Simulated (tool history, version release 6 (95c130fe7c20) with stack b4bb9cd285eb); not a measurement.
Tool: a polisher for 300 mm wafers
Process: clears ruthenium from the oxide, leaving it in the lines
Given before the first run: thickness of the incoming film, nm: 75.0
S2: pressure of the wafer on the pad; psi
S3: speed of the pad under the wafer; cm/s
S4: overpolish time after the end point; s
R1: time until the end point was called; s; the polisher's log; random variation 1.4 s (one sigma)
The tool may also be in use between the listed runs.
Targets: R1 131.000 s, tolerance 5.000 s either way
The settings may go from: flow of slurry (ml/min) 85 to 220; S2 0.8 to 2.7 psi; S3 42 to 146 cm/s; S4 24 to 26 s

{"run": 1, "hour": 0.0, "flow of slurry (ml/min)": 140, "S2": 1.7, "S3": 94, "S4": 24, "R1": 96.122}
{"run": 2, "hour": 7.8, "flow of slurry (ml/min)": 135, "S2": 1.6, "S3": 94, "S4": 24, "R1": 99.665}
{"run": 3, "hour": 16.6, "flow of slurry (ml/min)": 135, "S2": 1.6, "S3": 116, "S4": 24, "R1": 81.906}
{"run": 4, "hour": 17.7, "flow of slurry (ml/min)": 135, "S2": 1.4, "S3": 116, "S4": 24, "R1": 91.099}
{"run": 5, "hour": 23.8, "flow of slurry (ml/min)": 165, "S2": 1.4, "S3": 116, "S4": 24, "R1": 88.209}
{"run": 6, "hour": 26.6, "flow of slurry (ml/min)": 140, "S2": 1.4, "S3": 116, "S4": 24, "R1": 90.69}
{"run": 7, "hour": 34.1, "flow of slurry (ml/min)": 140, "S2": 1.3, "S3": 116, "S4": 24, "R1": 94.095}
{"run": 8, "hour": 39.1, "flow of slurry (ml/min)": 140, "S2": 1.2, "S3": 114, "S4": 24, "R1": 103.34}
{"run": 9, "hour": 40.8, "flow of slurry (ml/min)": 140, "S2": 1.1, "S3": 114, "S4": 24, "R1": 111.3}
{"run": 10, "hour": 49.3, "flow of slurry (ml/min)": 125, "S2": 0.8, "S3": 114, "S4": 24, "R1": 138.65}
{"run": 11, "hour": 58.0, "flow of slurry (ml/min)": 130, "S2": 0.8, "S3": 114, "S4": 24, "R1": 138.1}

Which one of the following 4 next-run settings gets every result inside its allowed miss? There is exactly one.
{"run": "A", "hour": 66.7, "flow of slurry (ml/min)": 115, "S2": 0.8, "S3": 124, "S4": 24, "R1": "?"}
{"run": "B", "hour": 66.7, "flow of slurry (ml/min)": 140, "S2": 0.9, "S3": 118, "S4": 24, "R1": "?"}
{"run": "C", "hour": 66.7, "flow of slurry (ml/min)": 125, "S2": 0.9, "S3": 124, "S4": 24, "R1": "?"}
{"run": "D", "hour": 66.7, "flow of slurry (ml/min)": 125, "S2": 1.2, "S3": 100, "S4": 24, "R1": "?"}

move=A R1=129.070
move=B R1=121.120
move=C R1=117.660
move=D R1=118.640
A: meets every target
B: carries the result that was furthest off beyond its target, to the other side
C: carries the result that was furthest off beyond its target, to the other side
D: carries the result that was furthest off beyond its target, to the other side
A is the move that brings every result within its allowed miss.
